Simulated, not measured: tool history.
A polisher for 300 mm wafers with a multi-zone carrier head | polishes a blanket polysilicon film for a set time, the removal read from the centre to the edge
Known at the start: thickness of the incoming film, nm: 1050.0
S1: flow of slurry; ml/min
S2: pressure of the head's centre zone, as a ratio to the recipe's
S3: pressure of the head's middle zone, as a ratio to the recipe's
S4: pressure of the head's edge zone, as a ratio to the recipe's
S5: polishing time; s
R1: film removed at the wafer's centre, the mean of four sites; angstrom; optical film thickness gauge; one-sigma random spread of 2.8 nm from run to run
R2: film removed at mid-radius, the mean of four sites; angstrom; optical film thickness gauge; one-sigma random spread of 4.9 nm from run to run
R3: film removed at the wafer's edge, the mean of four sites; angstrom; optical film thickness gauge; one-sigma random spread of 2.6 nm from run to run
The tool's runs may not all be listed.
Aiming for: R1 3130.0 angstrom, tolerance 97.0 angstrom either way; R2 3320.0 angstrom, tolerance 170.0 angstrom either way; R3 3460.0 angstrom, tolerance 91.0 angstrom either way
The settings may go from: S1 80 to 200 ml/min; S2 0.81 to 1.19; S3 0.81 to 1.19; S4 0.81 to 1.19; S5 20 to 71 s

run	hour	S1	S2	S3	S4	S5	R1	R2	R3
1	0.0	130	1.00	1.00	1.00	45	2469.9	2407.8	2453.7
2	1.2	135	0.99	1.01	1.03	47	2593.7	2512.7	2590.4
3	6.3	135	0.97	1.02	1.05	49	2620.9	2648.9	2764.1
4	9.2	135	0.97	1.02	1.09	49	2621.4	2603.6	2798.1
5	17.3	140	0.97	1.03	1.10	50	2709.9	2736.3	2832.4
6	21.5	145	0.96	1.03	1.11	51	2743.2	2759.8	2954.5
7	29.0	150	0.96	1.04	1.12	52	2777.4	2933.9	3045.6
8	33.5	155	0.96	1.04	1.13	53	2903.5	2972.4	3143.9
9	37.5	160	0.96	1.05	1.14	53	2879.3	3109.2	3138.5
10	46.1	165	0.96	1.04	1.15	53	2884.6	3010.8	3197.9
11	52.3	170	0.96	1.04	1.16	53	2946.5	3027.9	3181.2
12	60.3	170	0.96	1.04	1.16	54	2987.8	3034.7	3254.3
13	65.8	170	0.96	1.04	1.16	54	3022.6	3073.1	3245.7
14	67.1	175	0.95	1.05	1.17	55	3043.0	3115.4	3321.3

Next run, 4 choices. One meets every target within its allowed miss, the rest don't. Which?
A	68.4	125	0.86	1.19	1.19	63	?	?	?
B	68.4	135	0.87	0.88	1.19	60	?	?	?
C	68.4	175	0.90	0.90	1.10	56	?	?	?
D	68.4	200	0.95	1.09	1.19	56	?	?	?

move	R1	R2	R3
A	2994.4	3783.4	3784.4
B	2913.7	2822.5	3648.4
C	2923.8	2782.9	3357.2
D	3138.2	3325.7	3528.5
A: pushes the last run's worst result past its target
B: pushes the last run's worst result past its target
C: further off than the last run
D: meets every target
Correct choice: D, which meets every target

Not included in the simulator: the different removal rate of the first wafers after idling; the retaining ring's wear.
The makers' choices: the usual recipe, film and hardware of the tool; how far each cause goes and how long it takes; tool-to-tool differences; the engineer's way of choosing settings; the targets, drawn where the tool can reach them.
